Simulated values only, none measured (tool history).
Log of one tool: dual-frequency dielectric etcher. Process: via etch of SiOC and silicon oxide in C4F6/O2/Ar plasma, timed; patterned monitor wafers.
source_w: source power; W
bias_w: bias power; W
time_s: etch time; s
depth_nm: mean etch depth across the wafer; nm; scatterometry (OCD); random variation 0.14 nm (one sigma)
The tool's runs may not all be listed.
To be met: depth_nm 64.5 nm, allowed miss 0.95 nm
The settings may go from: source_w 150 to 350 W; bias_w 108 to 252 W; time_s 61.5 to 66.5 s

run  hour  source_w  bias_w  time_s  depth_nm
  1     0       250     180    66.5    60.101
  2   4.3       250     155    66.5    56.839
  3     7       250     139    66.5    55.009
  4  12.1       270     141    66.5    57.764
  5    18       240     141    66.5    53.744
  6  25.8       240     123    66.5     51.43
  7  29.7       260     124    66.5     54.32
  8  31.4       270     125    66.5    55.745
  9  37.6       270     125    66.5    55.827
 10  42.2       280     126    66.5    57.317
 11  44.8       290     126    66.5    58.141
 12  48.5       340     140    66.5    66.131

4 next moves are on the table. One of them brings every result within its allowed miss. Which?
  A  52.2       350     156    66.5         ?
  B  52.2       350     119      64         ?
  C  52.2       340     133    66.5         ?
  D  52.2       350     133    63.5         ?

move  depth_nm
   A    69.116
   B     61.17
   C    64.722
   D    62.781
A: further off than the last run
B: takes the result that was furthest off past its target
C: meets every target
D: takes the result that was furthest off past its target
Move C is the one to make.
